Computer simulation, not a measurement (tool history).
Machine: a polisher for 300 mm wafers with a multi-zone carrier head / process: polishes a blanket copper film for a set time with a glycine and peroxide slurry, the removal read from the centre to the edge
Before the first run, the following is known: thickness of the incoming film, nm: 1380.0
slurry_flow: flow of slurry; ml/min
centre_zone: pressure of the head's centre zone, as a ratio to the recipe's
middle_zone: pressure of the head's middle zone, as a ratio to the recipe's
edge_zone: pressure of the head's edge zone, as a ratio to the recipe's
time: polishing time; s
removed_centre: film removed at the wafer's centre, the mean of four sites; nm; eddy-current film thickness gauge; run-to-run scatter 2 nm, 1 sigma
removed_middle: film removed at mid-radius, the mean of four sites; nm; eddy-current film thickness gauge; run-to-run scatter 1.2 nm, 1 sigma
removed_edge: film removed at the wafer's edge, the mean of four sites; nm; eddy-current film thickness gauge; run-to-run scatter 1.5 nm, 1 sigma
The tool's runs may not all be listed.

run,hour,slurry_flow,centre_zone,middle_zone,edge_zone,time,removed_centre,removed_middle,removed_edge
1,0.0,245,1.00,1.00,1.00,90,229.48,231.55,216.72
2,8.6,245,0.95,1.00,1.00,90,218.40,228.98,220.56
3,10.1,245,0.95,1.00,1.05,90,220.77,230.70,227.43
4,10.6,245,1.00,0.98,0.99,80,205.17,205.76,196.66
5,12.9,245,1.00,0.98,0.99,59,150.58,148.63,146.48
6,15.2,260,1.05,0.98,0.96,58,159.24,145.06,140.32
7,19.0,265,1.07,1.00,0.95,58,156.92,151.76,140.21

The next listed run, before its measurement:
8,20.0,270,1.11,1.00,0.94,58,?,?,?

Run 8 came out at removed_centre 167.19 nm, removed_middle 151.58 nm, removed_edge 140.53 nm.
